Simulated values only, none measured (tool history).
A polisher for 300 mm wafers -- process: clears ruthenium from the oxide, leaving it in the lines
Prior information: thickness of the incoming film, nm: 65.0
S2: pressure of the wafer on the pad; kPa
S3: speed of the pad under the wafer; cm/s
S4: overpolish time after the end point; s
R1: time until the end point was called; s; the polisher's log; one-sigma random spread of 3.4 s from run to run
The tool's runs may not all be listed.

{"run": 1, "hour": 0.0, "flow of slurry (ml/min)": 295, "S2": 13.8, "S3": 78, "S4": 30, "R1": 71.957}
{"run": 2, "hour": 4.0, "flow of slurry (ml/min)": 255, "S2": 11.0, "S3": 64, "S4": 30, "R1": 109.39}
{"run": 3, "hour": 9.8, "flow of slurry (ml/min)": 255, "S2": 11.0, "S3": 80, "S4": 30, "R1": 87.3}
{"run": 4, "hour": 12.6, "flow of slurry (ml/min)": 255, "S2": 9.0, "S3": 80, "S4": 30, "R1": 108.38}
{"run": 5, "hour": 15.3, "flow of slurry (ml/min)": 255, "S2": 8.3, "S3": 64, "S4": 30, "R1": 145.28}
{"run": 6, "hour": 17.1, "flow of slurry (ml/min)": 255, "S2": 8.3, "S3": 64, "S4": 30, "R1": 147.33}

The next listed run, before its measurement:
{"run": 7, "hour": 18.2, "flow of slurry (ml/min)": 255, "S2": 7.6, "S3": 58, "S4": 30, "R1": "?"}

{"run 7": {"R1": 174.93}}

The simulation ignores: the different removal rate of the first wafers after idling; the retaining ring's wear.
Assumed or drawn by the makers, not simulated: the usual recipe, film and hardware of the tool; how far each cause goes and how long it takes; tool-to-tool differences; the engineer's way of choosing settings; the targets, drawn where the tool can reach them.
